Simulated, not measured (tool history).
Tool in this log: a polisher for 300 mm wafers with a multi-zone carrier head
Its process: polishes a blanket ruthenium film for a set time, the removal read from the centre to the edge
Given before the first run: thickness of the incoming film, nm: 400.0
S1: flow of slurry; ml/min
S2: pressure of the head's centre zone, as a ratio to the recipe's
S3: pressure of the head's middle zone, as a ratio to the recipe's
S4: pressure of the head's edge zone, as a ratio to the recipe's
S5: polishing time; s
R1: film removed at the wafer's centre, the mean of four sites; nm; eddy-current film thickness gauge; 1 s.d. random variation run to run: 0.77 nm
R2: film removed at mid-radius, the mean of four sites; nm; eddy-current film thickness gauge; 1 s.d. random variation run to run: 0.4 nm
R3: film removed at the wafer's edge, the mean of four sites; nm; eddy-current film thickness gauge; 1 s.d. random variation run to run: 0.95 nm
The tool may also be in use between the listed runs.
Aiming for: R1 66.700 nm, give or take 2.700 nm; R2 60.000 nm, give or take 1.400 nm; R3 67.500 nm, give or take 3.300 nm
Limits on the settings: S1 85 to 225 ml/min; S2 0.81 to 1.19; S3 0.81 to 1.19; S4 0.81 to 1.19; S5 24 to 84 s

run 1 day=0.000 | S1=145 S2=1.00 S3=1.00 S4=1.00 S5=54 | R1=50.330 R2=53.033 R3=51.668
run 2 day=0.171 | S1=150 S2=1.01 S3=0.99 S4=1.02 S5=55 | R1=52.501 R2=54.607 R3=52.327
run 3 day=0.354 | S1=150 S2=1.08 S3=0.99 S4=1.02 S5=55 | R1=56.136 R2=54.456 R3=52.233
run 4 day=0.433 | S1=150 S2=1.08 S3=1.07 S4=1.02 S5=55 | R1=56.223 R2=58.278 R3=53.353
run 5 day=0.583 | S1=150 S2=1.08 S3=1.07 S4=1.02 S5=66 | R1=66.957 R2=68.523 R3=62.907
run 6 day=0.783 | S1=180 S2=1.08 S3=1.07 S4=1.02 S5=66 | R1=70.107 R2=71.577 R3=65.248
run 7 day=0.996 | S1=170 S2=1.08 S3=1.05 S4=1.04 S5=66 | R1=69.618 R2=69.172 R3=64.646
run 8 day=1.229 | S1=160 S2=1.07 S3=1.03 S4=1.05 S5=67 | R1=67.996 R2=69.201 R3=66.269
run 9 day=1.417 | S1=155 S2=1.08 S3=1.01 S4=1.06 S5=67 | R1=68.214 R2=67.960 R3=65.269

Exercise: of the 4 proposed moves below, exactly one satisfies all targets within the stated allowed misses. Which move is it?
run A day=1.604 | S1=155 S2=1.01 S3=0.81 S4=1.13 S5=68 | R1=? R2=? R3=?
run B day=1.604 | S1=145 S2=1.13 S3=0.82 S4=1.11 S5=69 | R1=? R2=? R3=?
run C day=1.604 | S1=145 S2=1.14 S3=0.84 S4=1.16 S5=65 | R1=? R2=? R3=?
run D day=1.604 | S1=160 S2=1.04 S3=0.85 S4=1.10 S5=68 | R1=? R2=? R3=?

move=A R1=65.236 R2=57.207 R3=69.421
move=B R1=73.418 R2=58.099 R3=69.366
move=C R1=69.788 R2=55.814 R3=66.822
move=D R1=67.510 R2=59.740 R3=68.638
A: moves the result that the last run missed by most past its target, out the other side
B: moves the result that the last run missed by most past its target, out the other side
C: moves the result that the last run missed by most past its target, out the other side
D: all results land within tolerance of their targets
The move that meets every target is D.
